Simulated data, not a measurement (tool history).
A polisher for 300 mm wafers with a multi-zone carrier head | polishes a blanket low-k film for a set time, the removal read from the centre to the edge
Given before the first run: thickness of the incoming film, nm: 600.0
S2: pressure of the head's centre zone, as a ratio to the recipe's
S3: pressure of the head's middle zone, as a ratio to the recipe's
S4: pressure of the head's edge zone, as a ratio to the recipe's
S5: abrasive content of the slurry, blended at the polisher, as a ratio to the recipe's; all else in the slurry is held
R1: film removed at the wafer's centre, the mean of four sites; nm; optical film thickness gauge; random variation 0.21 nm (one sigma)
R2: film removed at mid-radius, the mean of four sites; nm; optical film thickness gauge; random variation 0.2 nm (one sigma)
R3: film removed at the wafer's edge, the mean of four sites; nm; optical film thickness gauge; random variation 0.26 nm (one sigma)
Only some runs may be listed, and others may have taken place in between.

{"run": 1, "hour": 0.0, "flow of slurry (ml/min)": 145, "S2": 1, "S3": 1, "S4": 1, "S5": 1, "polishing time (s)": 89, "R1": 38.116, "R2": 37.608, "R3": 38.661}
{"run": 2, "hour": 3.9, "flow of slurry (ml/min)": 145, "S2": 1.04, "S3": 1, "S4": 1, "S5": 1, "polishing time (s)": 89, "R1": 40.441, "R2": 37.322, "R3": 36.91}
{"run": 3, "hour": 7.0, "flow of slurry (ml/min)": 140, "S2": 1, "S3": 1.01, "S4": 0.98, "S5": 0.9, "polishing time (s)": 84, "R1": 34.539, "R2": 34.346, "R3": 34.126}
{"run": 4, "hour": 9.4, "flow of slurry (ml/min)": 140, "S2": 1, "S3": 1.01, "S4": 0.98, "S5": 0.9, "polishing time (s)": 102, "R1": 42.117, "R2": 41.035, "R3": 41.031}
{"run": 5, "hour": 10.2, "flow of slurry (ml/min)": 135, "S2": 0.97, "S3": 1.01, "S4": 0.96, "S5": 0.8, "polishing time (s)": 94, "R1": 35.185, "R2": 35.898, "R3": 35.551}
{"run": 6, "hour": 16.9, "flow of slurry (ml/min)": 135, "S2": 0.97, "S3": 1.01, "S4": 0.96, "S5": 1, "polishing time (s)": 94, "R1": 38.535, "R2": 39.456, "R3": 38.688}

Run 7 comes next. What will it give?
{"run": 7, "hour": 18.6, "flow of slurry (ml/min)": 125, "S2": 0.94, "S3": 1.01, "S4": 0.94, "S5": 0.9, "polishing time (s)": 89, "R1": "?", "R2": "?", "R3": "?"}

Run 7 came out at R1 33.781 nm, R2 35.031 nm, R3 34.738 nm.

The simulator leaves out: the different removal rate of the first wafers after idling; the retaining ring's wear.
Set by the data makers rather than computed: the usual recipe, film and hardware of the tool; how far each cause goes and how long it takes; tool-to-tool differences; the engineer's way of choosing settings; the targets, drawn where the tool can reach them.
